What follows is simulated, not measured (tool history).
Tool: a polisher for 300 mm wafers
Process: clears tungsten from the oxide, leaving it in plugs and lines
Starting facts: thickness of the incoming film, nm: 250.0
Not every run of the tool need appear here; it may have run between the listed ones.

| run | day | flow of slurry (ml/min) | pressure of the wafer on the pad (psi) | speed of the pad under the wafer (m/s) | abrasive content of the slurry | overpolish time after the end point (s) | time until the end point was called (s) |
|---|---|---|---|---|---|---|---|
| 1 | 0 | 245 | 3.2 | 1.3 | 1 | 38 | 48.761 |
| 2 | 0.196 | 245 | 2.9 | 1.3 | 1 | 38 | 53.57 |
| 3 | 0.558 | 245 | 2.9 | 1.3 | 1 | 38 | 54.304 |
| 4 | 0.912 | 245 | 3 | 1.3 | 1 | 38 | 51.704 |
| 5 | 1.038 | 245 | 3.1 | 1.3 | 1 | 38 | 50.284 |
| 6 | 1.129 | 245 | 3.2 | 1.3 | 1 | 38 | 49.168 |
| 7 | 1.162 | 245 | 3.3 | 1.3 | 1 | 38 | 47.457 |

What will run 8 give?
| 8 | 1.438 | 245 | 3.4 | 1.3 | 1 | 38 | ? |

Run 8 gave time until the end point was called (s) 45.89.
